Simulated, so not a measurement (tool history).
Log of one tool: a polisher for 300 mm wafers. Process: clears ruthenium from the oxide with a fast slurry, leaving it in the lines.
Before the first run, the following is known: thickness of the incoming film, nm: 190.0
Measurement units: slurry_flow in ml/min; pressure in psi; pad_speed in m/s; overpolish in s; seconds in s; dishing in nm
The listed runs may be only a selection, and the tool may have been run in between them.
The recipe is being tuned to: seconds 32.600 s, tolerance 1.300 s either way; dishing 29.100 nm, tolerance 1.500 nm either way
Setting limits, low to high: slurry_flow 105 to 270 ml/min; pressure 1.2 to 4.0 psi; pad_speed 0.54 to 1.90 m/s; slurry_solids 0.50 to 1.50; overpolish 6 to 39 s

run	hour	slurry_flow	pressure	pad_speed	slurry_solids	overpolish	seconds	dishing
1	0.0	175	2.6	1.22	1.00	20	35.842	75.519
2	6.9	175	2.6	1.36	1.00	20	32.219	80.627
3	14.6	175	2.2	1.36	1.00	20	36.468	73.167
4	18.0	175	2.2	1.36	1.00	15	36.618	59.771
5	23.5	215	2.2	1.36	1.00	15	36.006	60.100
6	31.5	215	1.9	1.36	1.00	15	38.466	54.848
7	36.3	220	1.8	1.38	1.00	14	39.615	52.220
8	40.6	225	1.7	1.42	1.00	13	40.368	48.239
# hour 47.2: slurry blender recalibrated
9	47.2	230	1.6	1.48	1.00	12	37.701	47.304
10	54.3	235	1.6	1.52	0.95	11	36.465	45.355
11	57.0	240	1.6	1.56	0.90	10	36.563	42.064
12	58.7	245	1.6	1.60	0.85	10	35.261	41.186
13	61.2	250	1.6	1.62	0.80	10	36.203	41.340

Consider the 5 candidate settings below. Which is the only one whose results all fall within their allowed miss of target?
A	63.7	220	1.6	1.40	0.95	16	?	?
B	63.7	205	1.6	1.76	0.90	6	?	?
C	63.7	265	1.7	1.68	0.70	16	?	?
D	63.7	255	1.9	1.66	0.75	14	?	?
E	63.7	255	1.4	1.52	1.00	6	?	?

move	seconds	dishing
A	40.357	55.287
B	32.978	28.103
C	34.683	62.421
D	32.206	59.549
E	39.243	23.953
A: moves away from the targets compared with the last run
B: in spec on every target
C: moves away from the targets compared with the last run
D: moves away from the targets compared with the last run
E: takes the biggest miss from the last run beyond its target
Correct choice: B, which meets every target

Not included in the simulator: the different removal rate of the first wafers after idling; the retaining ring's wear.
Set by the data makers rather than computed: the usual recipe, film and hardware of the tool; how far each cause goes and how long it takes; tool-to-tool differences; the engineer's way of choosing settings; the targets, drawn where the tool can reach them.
